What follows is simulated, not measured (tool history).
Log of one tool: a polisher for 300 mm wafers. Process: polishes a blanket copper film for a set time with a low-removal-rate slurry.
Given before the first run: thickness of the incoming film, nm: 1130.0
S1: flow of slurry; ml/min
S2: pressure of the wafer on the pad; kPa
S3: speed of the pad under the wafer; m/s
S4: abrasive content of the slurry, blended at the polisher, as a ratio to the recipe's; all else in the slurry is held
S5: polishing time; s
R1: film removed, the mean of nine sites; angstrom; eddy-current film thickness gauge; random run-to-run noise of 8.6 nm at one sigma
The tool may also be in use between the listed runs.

| run | hour | S1 | S2 | S3 | S4 | S5 | R1 |
|---|---|---|---|---|---|---|---|
| 1 | 0.0 | 295 | 20.7 | 1.26 | 1.0 | 121 | 4001.3 |
| 2 | 1.9 | 295 | 20.7 | 1.26 | 0.9 | 121 | 3988.0 |
| 3 | 9.2 | 295 | 24.1 | 1.26 | 0.9 | 121 | 4597.4 |
| 4 | 14.7 | 295 | 24.1 | 1.26 | 0.9 | 127 | 4906.9 |
| 5 | 17.0 | 295 | 24.1 | 1.26 | 0.9 | 121 | 4637.7 |
| 6 | 23.0 | 220 | 24.1 | 1.26 | 0.9 | 121 | 4542.5 |
| 7 | 30.2 | 220 | 25.5 | 1.28 | 0.9 | 121 | 4741.2 |
| 8 | 34.0 | 220 | 26.9 | 1.30 | 0.9 | 121 | 5151.3 |

Estimate the outcome of run 9 from the log above:
| 9 | 38.1 | 220 | 27.6 | 1.30 | 0.9 | 121 | ? |

Run 9 produced R1 5267.4 angstrom.
